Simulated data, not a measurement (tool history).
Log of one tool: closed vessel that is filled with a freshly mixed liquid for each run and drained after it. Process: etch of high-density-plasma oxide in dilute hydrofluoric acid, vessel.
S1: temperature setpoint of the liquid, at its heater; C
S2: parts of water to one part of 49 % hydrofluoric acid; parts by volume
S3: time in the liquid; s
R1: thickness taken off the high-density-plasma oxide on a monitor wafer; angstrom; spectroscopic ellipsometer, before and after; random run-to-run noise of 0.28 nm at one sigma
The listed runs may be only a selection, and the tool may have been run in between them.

run    day    S1   S2   S3      R1
  1      0    23   95  580  423.38
  2  0.329    25   95  580  456.59
  3  0.421  26.5   95  580  485.41
  4  0.571  26.5  120  580  373.06
  5  0.854  26.5  140  580  312.61
  6    1.2  27.5  125  580  373.81
  7  1.358  28.5  115  580  422.04
  8  1.558    29  105  580   480.3
  9  1.821    31   85  580  651.23
 10  1.975  30.5   85  580  639.31

For run 11, what comes out?
 11  2.112  30  85  580   ?

{"run 11": {"R1": 625.17}}
